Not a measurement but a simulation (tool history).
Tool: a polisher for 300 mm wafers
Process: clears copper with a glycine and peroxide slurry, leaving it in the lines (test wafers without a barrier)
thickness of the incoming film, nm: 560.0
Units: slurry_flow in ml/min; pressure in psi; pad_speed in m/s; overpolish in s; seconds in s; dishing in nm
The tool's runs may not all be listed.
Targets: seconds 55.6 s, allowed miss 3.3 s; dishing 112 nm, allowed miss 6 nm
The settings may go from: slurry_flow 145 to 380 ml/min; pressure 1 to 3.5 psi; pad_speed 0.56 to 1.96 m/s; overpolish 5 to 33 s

run,hour,slurry_flow,pressure,pad_speed,overpolish,seconds,dishing
1,0,245,2.2,1.26,17,112.17,50.312
2,6.1,245,2.5,1.26,17,101.73,53.683
3,9.5,245,2.5,0.96,17,125.92,47.688
4,10.3,220,2.5,0.96,17,123.66,45.914
5,14.8,230,2.7,1.12,18,108.6,55.949
6,16.5,230,2.7,0.82,18,135.58,47.026
7,25.1,230,2.9,1.04,19,108.26,58.379
# hour 33.8: head pressure recalibrated
8,33.8,230,3,1.2,20,88.169,72.254
9,36,230,3.1,1.28,20,80.378,75.91
10,37.8,240,3.5,1.64,24,61.452,101.56
11,39.7,240,3.5,1.68,24,58.644,104.57
12,41.2,240,3.5,1.7,24,58.917,103.65

Which of these 4 next moves meets every target?
A,42.7,310,3.5,1.68,20,?,?
B,42.7,245,3.5,1.9,17,?,?
C,42.7,185,3.5,1.8,25,?,?
D,42.7,250,3.4,1.62,22,?,?

move,seconds,dishing
A,59.279,96.091
B,54.283,91.369
C,58.162,110.43
D,63.498,97.453
A: further off than the last run
B: further off than the last run
C: meets every target
D: further off than the last run
The right move is C.
